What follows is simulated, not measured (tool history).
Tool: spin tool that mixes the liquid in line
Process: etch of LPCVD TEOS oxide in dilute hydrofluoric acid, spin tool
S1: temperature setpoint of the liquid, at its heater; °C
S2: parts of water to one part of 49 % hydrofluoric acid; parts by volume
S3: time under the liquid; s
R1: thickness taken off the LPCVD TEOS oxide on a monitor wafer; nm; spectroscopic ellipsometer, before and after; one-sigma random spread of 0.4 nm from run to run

{"run": 1, "hour": 0.0, "S1": 26, "S2": 165, "S3": 65, "R1": 21.577}
{"run": 2, "hour": 3.5, "S1": 27.5, "S2": 155, "S3": 65, "R1": 24.644}
{"run": 3, "hour": 7.9, "S1": 29, "S2": 155, "S3": 65, "R1": 26.353}
{"run": 4, "hour": 12.2, "S1": 32.5, "S2": 155, "S3": 65, "R1": 29.876}
{"run": 5, "hour": 17.8, "S1": 32.5, "S2": 195, "S3": 65, "R1": 22.309}
{"run": 6, "hour": 19.6, "S1": 33, "S2": 180, "S3": 65, "R1": 25.789}
{"run": 7, "hour": 27.0, "S1": 33, "S2": 170, "S3": 65, "R1": 27.476}
{"run": 8, "hour": 34.4, "S1": 33, "S2": 160, "S3": 65, "R1": 28.857}
{"run": 9, "hour": 37.1, "S1": 33, "S2": 150, "S3": 65, "R1": 31.909}

What will run 10 give?
{"hour": 38.7, "done": "hydrofluoric acid flow meter replaced"}
{"run": 10, "hour": 38.7, "S1": 33, "S2": 145, "S3": 65, "R1": "?"}

R1: 31.328 nm

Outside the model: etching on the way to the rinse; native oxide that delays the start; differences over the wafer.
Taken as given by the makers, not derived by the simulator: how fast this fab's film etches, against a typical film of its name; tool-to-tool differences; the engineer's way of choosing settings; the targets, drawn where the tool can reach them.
